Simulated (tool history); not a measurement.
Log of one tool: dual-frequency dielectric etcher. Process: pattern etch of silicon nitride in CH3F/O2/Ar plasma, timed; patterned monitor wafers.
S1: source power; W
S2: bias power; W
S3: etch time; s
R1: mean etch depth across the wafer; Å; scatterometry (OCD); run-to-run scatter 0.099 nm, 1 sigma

run 1 hour=0 | S1=330 S2=95 S3=32 | R1=222.66
run 2 hour=1.8 | S1=360 S2=95 S3=32 | R1=229.96
run 3 hour=3 | S1=370 S2=96 S3=32 | R1=237.38
run 4 hour=7.4 | S1=410 S2=96 S3=32 | R1=246.56
run 5 hour=15.4 | S1=410 S2=82 S3=32 | R1=225.28
run 6 hour=17.3 | S1=410 S2=82 S3=29 | R1=204.35

Run 7, settings as shown, results not yet in. Your forecast:
run 7 hour=18.2 | S1=410 S2=85 S3=29 | R1=?

Run 7 came out at R1 208.63 Å.

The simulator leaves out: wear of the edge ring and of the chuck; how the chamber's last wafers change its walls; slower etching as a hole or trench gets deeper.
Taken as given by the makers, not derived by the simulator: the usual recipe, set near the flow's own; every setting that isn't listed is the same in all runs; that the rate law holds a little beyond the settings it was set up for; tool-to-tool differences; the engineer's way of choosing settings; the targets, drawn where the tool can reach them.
